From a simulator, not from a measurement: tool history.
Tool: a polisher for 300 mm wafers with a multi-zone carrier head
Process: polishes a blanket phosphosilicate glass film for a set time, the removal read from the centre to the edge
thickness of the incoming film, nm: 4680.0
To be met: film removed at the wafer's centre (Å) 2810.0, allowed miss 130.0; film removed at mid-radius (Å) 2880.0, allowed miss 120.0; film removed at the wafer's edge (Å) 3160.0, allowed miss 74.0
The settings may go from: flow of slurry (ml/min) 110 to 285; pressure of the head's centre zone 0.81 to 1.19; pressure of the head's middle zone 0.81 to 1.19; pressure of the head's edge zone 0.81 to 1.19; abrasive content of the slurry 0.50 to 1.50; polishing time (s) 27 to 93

run	hour	flow of slurry (ml/min)	pressure of the head's centre zone	pressure of the head's middle zone	pressure of the head's edge zone	abrasive content of the slurry	polishing time (s)	film removed at the wafer's centre (Å)	film removed at mid-radius (Å)	film removed at the wafer's edge (Å)
1	0.0	180	1.00	1.00	1.00	1.00	59	3764.0	3880.3	3975.7
2	5.3	180	1.00	1.00	1.00	1.00	45	2986.0	2936.9	3074.1
3	7.0	180	1.00	1.04	1.00	1.00	45	2899.4	3035.1	3054.5
4	10.1	180	1.00	1.08	1.00	1.00	45	2872.6	3105.5	3101.1
5	18.8	180	1.00	1.02	1.00	1.00	45	2889.9	2990.1	3067.8
6	25.4	180	1.00	1.02	1.00	1.00	34	2207.7	2256.2	2293.6
7	28.2	185	1.01	1.03	1.05	1.10	34	2346.8	2378.8	2477.4
8	33.8	190	1.01	1.03	1.08	1.20	35	2475.5	2618.1	2695.8
9	35.1	190	1.02	1.01	1.11	1.30	35	2582.5	2687.2	2842.5
10	41.8	200	1.02	1.00	1.13	1.35	35	2675.5	2708.0	2919.8
# hour 47.3: edge zone pressure recalibrated
11	47.3	210	1.02	1.00	1.15	1.40	35	2783.7	2716.9	2867.1
12	55.3	195	1.03	1.00	1.15	1.45	35	2708.0	2767.2	2911.4

Which of these 5 next moves meets every target?
A	63.3	270	1.12	0.96	0.98	1.50	32	?	?	?
B	63.3	185	1.02	1.04	1.04	1.50	33	?	?	?
C	63.3	150	0.93	0.90	1.19	1.40	39	?	?	?
D	63.3	175	0.96	0.96	1.17	1.25	41	?	?	?
E	63.3	145	0.90	0.93	1.19	1.05	43	?	?	?

move	film removed at the wafer's centre (Å)	film removed at mid-radius (Å)	film removed at the wafer's edge (Å)
A	2813.5	2612.1	2631.9
B	2586.3	2739.9	2665.7
C	2691.4	2694.6	3139.1
D	2837.1	2925.4	3184.8
E	2527.2	2653.1	3013.2
A: further off than the last run
B: further off than the last run
C: brings the result that was furthest off to its target, and leaves another outside
D: meets every target
E: nearer than the last run, and not there yet
Move D is the one to make.
